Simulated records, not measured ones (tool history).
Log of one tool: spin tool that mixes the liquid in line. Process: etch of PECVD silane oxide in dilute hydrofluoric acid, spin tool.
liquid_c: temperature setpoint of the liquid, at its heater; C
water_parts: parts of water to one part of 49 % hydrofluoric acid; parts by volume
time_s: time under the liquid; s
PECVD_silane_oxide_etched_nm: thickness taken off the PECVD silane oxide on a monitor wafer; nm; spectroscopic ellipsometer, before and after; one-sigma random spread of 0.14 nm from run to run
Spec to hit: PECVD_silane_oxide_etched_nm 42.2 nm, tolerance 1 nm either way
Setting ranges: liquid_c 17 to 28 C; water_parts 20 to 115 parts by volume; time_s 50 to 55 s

run    day  liquid_c  water_parts  time_s  PECVD_silane_oxide_etched_nm
  1      0        20           65      50                        32.295
  2  0.292        20           45      50                         48.01
  3  0.375        20           45      55                        52.578
  4  0.617        19           45      55                         50.35
  5  0.896      18.5           45      55                        49.516
  6  0.921      18.5           30      55                        75.633
  7  0.979      18.5           30      55                        75.365
  8  1.338        18           35      55                        63.092
  9  1.662        18           35      55                        62.604
 10  1.996      17.5           40      55                         53.93
 11   2.25        17           45      55                        46.658

Which of these 4 next moves meets every target?
  A  2.504        17           45      50                             ?
  B  2.504        23           55      50                             ?
  C  2.504      21.5           55      55                             ?
  D  2.504        18           45      50                             ?

move  PECVD_silane_oxide_etched_nm
   A                        42.007
   B                        43.815
   C                        45.283
   D                        43.872
A: meets every target
B: better than the last run, though not everything is in spec
C: better than the last run, though not everything is in spec
D: better than the last run, though not everything is in spec
So the answer is move A, the one that meets all the targets.

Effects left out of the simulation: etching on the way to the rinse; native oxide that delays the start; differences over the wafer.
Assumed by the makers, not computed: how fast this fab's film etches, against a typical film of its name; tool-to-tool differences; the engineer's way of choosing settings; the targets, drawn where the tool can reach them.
